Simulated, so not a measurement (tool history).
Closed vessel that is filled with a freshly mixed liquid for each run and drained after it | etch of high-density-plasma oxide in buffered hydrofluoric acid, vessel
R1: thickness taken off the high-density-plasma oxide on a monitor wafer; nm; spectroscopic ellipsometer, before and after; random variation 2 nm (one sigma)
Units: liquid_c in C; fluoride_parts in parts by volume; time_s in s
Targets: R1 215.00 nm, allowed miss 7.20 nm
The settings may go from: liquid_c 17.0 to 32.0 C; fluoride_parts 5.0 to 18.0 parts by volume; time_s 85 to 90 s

run 1 hour=0.0 | liquid_c=24.0 fluoride_parts=11.0 time_s=85 | R1=156.88
run 2 hour=3.2 | liquid_c=24.0 fluoride_parts=12.5 time_s=85 | R1=140.29
run 3 hour=11.6 | liquid_c=25.5 fluoride_parts=12.5 time_s=85 | R1=149.48
run 4 hour=20.3 | liquid_c=27.0 fluoride_parts=12.5 time_s=85 | R1=163.26
run 5 hour=29.0 | liquid_c=27.0 fluoride_parts=12.5 time_s=90 | R1=175.33
run 6 hour=31.2 | liquid_c=27.0 fluoride_parts=12.5 time_s=90 | R1=173.52
run 7 hour=37.1 | liquid_c=28.0 fluoride_parts=12.5 time_s=90 | R1=184.07
run 8 hour=41.3 | liquid_c=28.5 fluoride_parts=12.5 time_s=90 | R1=189.06
run 9 hour=44.8 | liquid_c=29.0 fluoride_parts=12.5 time_s=90 | R1=194.61
run 10 hour=45.9 | liquid_c=29.5 fluoride_parts=12.5 time_s=90 | R1=198.00
run 11 hour=46.8 | liquid_c=30.0 fluoride_parts=12.5 time_s=90 | R1=203.45

4 next moves are on the table. One of them brings every result within its allowed miss. Which?
run A hour=47.7 | liquid_c=27.5 fluoride_parts=12.0 time_s=90 | R1=?
run B hour=47.7 | liquid_c=29.0 fluoride_parts=11.5 time_s=85 | R1=?
run C hour=47.7 | liquid_c=31.5 fluoride_parts=13.5 time_s=85 | R1=?
run D hour=47.7 | liquid_c=30.0 fluoride_parts=12.0 time_s=90 | R1=?

move=A R1=185.27
move=B R1=197.51
move=C R1=192.54
move=D R1=211.47
A: further off than the last run
B: further off than the last run
C: further off than the last run
D: meets every target
The right move is D.
